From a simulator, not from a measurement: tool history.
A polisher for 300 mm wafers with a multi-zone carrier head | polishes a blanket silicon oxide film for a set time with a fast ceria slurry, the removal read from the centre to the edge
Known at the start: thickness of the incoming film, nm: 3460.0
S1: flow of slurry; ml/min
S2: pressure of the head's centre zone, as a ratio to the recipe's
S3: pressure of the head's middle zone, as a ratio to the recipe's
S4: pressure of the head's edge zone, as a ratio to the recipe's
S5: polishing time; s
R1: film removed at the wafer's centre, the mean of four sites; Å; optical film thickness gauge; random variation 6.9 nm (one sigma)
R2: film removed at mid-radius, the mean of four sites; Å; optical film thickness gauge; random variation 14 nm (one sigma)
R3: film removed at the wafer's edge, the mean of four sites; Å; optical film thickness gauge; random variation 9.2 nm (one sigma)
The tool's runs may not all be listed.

Run 1, day 0: S1 265 ml/min, S2 1, S3 1, S4 1, S5 86 s. Result: R1 11715 Å, R2 11423 Å, R3 11272 Å.
Run 2, day 0.283: S1 255 ml/min, S2 0.95, S3 0.97, S4 0.99, S5 85 s. Result: R1 11131 Å, R2 11070 Å, R3 11209 Å.
Run 3, day 0.408: S1 255 ml/min, S2 0.88, S3 0.97, S4 0.99, S5 85 s. Result: R1 10088 Å, R2 10858 Å, R3 11061 Å.
Run 4, day 0.512: S1 255 ml/min, S2 0.88, S3 0.97, S4 0.99, S5 105 s. Result: R1 12556 Å, R2 13142 Å, R3 13840 Å.
Run 5, day 0.638: S1 255 ml/min, S2 0.81, S3 0.97, S4 0.99, S5 105 s. Result: R1 11467 Å, R2 13179 Å, R3 13879 Å.
Run 6, day 0.767: S1 245 ml/min, S2 0.81, S3 0.94, S4 0.97, S5 99 s. Result: R1 10710 Å, R2 12058 Å, R3 12999 Å.

The next listed run, before its measurement:
Run 7, day 0.888: S1 245 ml/min, S2 0.82, S3 0.92, S4 0.95, S5 94 s. Result: R1 ?, R2 ?, R3 ?.

R1: 10412 Å
R2: 11392 Å
R3: 11825 Å
